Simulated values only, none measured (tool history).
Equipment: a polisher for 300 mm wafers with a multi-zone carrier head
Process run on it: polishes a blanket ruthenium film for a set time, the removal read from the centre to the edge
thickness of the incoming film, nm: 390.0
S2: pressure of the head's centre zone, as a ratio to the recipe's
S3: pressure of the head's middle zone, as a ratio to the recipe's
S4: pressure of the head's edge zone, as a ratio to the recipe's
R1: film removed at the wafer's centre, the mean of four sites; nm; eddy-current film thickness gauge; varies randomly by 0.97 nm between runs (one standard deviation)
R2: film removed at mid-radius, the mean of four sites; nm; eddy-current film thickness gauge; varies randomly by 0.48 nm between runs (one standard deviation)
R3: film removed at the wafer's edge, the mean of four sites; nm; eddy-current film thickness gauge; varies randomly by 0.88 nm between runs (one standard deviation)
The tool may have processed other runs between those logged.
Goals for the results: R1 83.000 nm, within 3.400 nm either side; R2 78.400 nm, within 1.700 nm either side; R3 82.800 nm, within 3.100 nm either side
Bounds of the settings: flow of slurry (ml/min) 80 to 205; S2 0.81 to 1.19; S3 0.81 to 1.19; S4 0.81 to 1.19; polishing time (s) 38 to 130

run 1 hour=0.0 | flow_of_slurry_(ml/min)=135 S2=1.00 S3=1.00 S4=1.00 polishing_time_(s)=84 | R1=145.920 R2=141.180 R3=143.400
run 2 hour=7.1 | flow_of_slurry_(ml/min)=135 S2=1.00 S3=1.00 S4=1.00 polishing_time_(s)=66 | R1=116.030 R2=110.900 R3=113.480
run 3 hour=15.7 | flow_of_slurry_(ml/min)=135 S2=1.00 S3=1.00 S4=1.00 polishing_time_(s)=81 | R1=139.450 R2=135.670 R3=137.680
run 4 hour=19.6 | flow_of_slurry_(ml/min)=130 S2=0.98 S3=0.98 S4=0.96 polishing_time_(s)=74 | R1=126.440 R2=120.950 R3=123.630
run 5 hour=22.6 | flow_of_slurry_(ml/min)=130 S2=0.98 S3=1.04 S4=0.96 polishing_time_(s)=74 | R1=126.580 R2=126.920 R3=123.660
run 6 hour=29.0 | flow_of_slurry_(ml/min)=130 S2=0.98 S3=1.12 S4=0.96 polishing_time_(s)=74 | R1=126.130 R2=134.870 R3=123.470
run 7 hour=35.8 | flow_of_slurry_(ml/min)=125 S2=0.97 S3=1.07 S4=0.94 polishing_time_(s)=68 | R1=111.490 R2=118.570 R3=112.380
run 8 hour=41.1 | flow_of_slurry_(ml/min)=120 S2=0.97 S3=1.03 S4=0.92 polishing_time_(s)=63 | R1=102.080 R2=105.840 R3=100.890
run 9 hour=49.7 | flow_of_slurry_(ml/min)=110 S2=0.97 S3=0.98 S4=0.90 polishing_time_(s)=62 | R1=100.360 R2=97.587 R3=98.500
run 10 hour=54.0 | flow_of_slurry_(ml/min)=105 S2=0.96 S3=0.96 S4=0.88 polishing_time_(s)=60 | R1=93.018 R2=90.644 R3=92.780
run 11 hour=59.4 | flow_of_slurry_(ml/min)=100 S2=0.96 S3=0.95 S4=0.86 polishing_time_(s)=59 | R1=91.292 R2=86.708 R3=89.700
run 12 hour=62.0 | flow_of_slurry_(ml/min)=95 S2=0.95 S3=0.94 S4=0.85 polishing_time_(s)=59 | R1=86.214 R2=85.861 R3=86.769
run 13 hour=63.8 | flow_of_slurry_(ml/min)=95 S2=0.95 S3=0.94 S4=0.85 polishing_time_(s)=59 | R1=85.816 R2=84.724 R3=87.389

Of the 4 settings listed for the next run, only one would bring every result within its allowed miss of target. Which one?
run A hour=65.6 | flow_of_slurry_(ml/min)=100 S2=0.92 S3=1.09 S4=0.81 polishing_time_(s)=56 | R1=? R2=? R3=?
run B hour=65.6 | flow_of_slurry_(ml/min)=115 S2=0.94 S3=0.90 S4=0.87 polishing_time_(s)=53 | R1=? R2=? R3=?
run C hour=65.6 | flow_of_slurry_(ml/min)=80 S2=0.98 S3=0.84 S4=0.93 polishing_time_(s)=63 | R1=? R2=? R3=?
run D hour=65.6 | flow_of_slurry_(ml/min)=80 S2=0.94 S3=0.88 S4=0.85 polishing_time_(s)=57 | R1=? R2=? R3=?

move=A R1=81.562 R2=93.573 R3=80.729
move=B R1=82.740 R2=78.614 R3=81.395
move=C R1=88.403 R2=77.714 R3=91.750
move=D R1=76.715 R2=73.081 R3=79.632
A: the biggest miss grows against the last run
B: hits every target within its allowed miss
C: puts the biggest miss on target and leaves a different result outside tolerance
D: takes the result that was furthest off past its target
B is the move that brings every result within its allowed miss.

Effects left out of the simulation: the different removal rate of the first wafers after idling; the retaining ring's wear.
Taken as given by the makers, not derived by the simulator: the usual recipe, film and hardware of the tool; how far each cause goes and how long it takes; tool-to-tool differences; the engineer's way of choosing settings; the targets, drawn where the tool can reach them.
